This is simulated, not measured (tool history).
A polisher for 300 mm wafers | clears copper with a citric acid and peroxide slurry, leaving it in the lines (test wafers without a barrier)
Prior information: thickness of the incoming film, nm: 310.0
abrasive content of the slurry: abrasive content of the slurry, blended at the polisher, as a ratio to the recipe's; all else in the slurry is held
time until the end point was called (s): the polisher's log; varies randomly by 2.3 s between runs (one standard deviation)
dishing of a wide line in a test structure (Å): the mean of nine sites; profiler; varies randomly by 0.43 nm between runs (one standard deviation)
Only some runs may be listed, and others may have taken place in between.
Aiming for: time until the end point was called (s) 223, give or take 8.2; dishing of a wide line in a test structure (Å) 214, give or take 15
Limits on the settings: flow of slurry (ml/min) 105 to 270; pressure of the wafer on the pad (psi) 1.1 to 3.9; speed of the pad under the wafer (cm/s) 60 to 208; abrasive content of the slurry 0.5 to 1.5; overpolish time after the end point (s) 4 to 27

| run | hour | flow of slurry (ml/min) | pressure of the wafer on the pad (psi) | speed of the pad under the wafer (cm/s) | abrasive content of the slurry | overpolish time after the end point (s) | time until the end point was called (s) | dishing of a wide line in a test structure (Å) |
|---|---|---|---|---|---|---|---|---|
| 1 | 0 | 175 | 2.5 | 134 | 1 | 14 | 176.62 | 211.93 |
| 2 | 2.1 | 170 | 2.4 | 134 | 1 | 15 | 182.25 | 219.37 |
| 3 | 2.6 | 170 | 2.3 | 134 | 1 | 16 | 190.69 | 222.7 |
| 4 | 7.9 | 170 | 2.2 | 134 | 1 | 16 | 190.82 | 224.62 |
| 5 | 16.1 | 170 | 2.2 | 134 | 1 | 22 | 192.51 | 287.03 |
| 6 | 24.3 | 200 | 2.2 | 134 | 1 | 22 | 191.14 | 296.75 |
| 7 | 29.4 | 200 | 2.1 | 134 | 1 | 21 | 198.7 | 285.28 |
|  | 31.9 | worn pad replaced by a new one |
| 8 | 31.9 | 200 | 2.1 | 134 | 1 | 21 | 170.4 | 312.16 |
| 9 | 37.4 | 185 | 2.1 | 134 | 1 | 20 | 175.5 | 293.26 |
| 10 | 46.2 | 185 | 2.4 | 132 | 1 | 20 | 158.17 | 316.18 |
| 11 | 50.6 | 175 | 2.3 | 132 | 1 | 20 | 167.59 | 303.81 |
| 12 | 54.8 | 175 | 2.2 | 132 | 1 | 19 | 172.1 | 294.24 |

Which of these 5 next moves meets every target?
| A | 59 | 110 | 3.7 | 134 | 1.3 | 9 | ? | ? |
| B | 59 | 160 | 2.4 | 138 | 1.1 | 15 | ? | ? |
| C | 59 | 110 | 3.8 | 122 | 1.35 | 19 | ? | ? |
| D | 59 | 230 | 1.3 | 156 | 0.95 | 15 | ? | ? |
| E | 59 | 135 | 1.7 | 128 | 1 | 18 | ? | ? |

| move | time until the end point was called (s) | dishing of a wide line in a test structure (Å) |
|---|---|---|
| A | 112.06 | 209.64 |
| B | 150.4 | 254.07 |
| C | 118.78 | 394.8 |
| D | 204.25 | 188.71 |
| E | 220.36 | 209.6 |
A: further off than the last run
B: further off than the last run
C: further off than the last run
D: moves toward the targets from the last run without getting all of them in spec
E: each result inside its tolerance
Answer: E
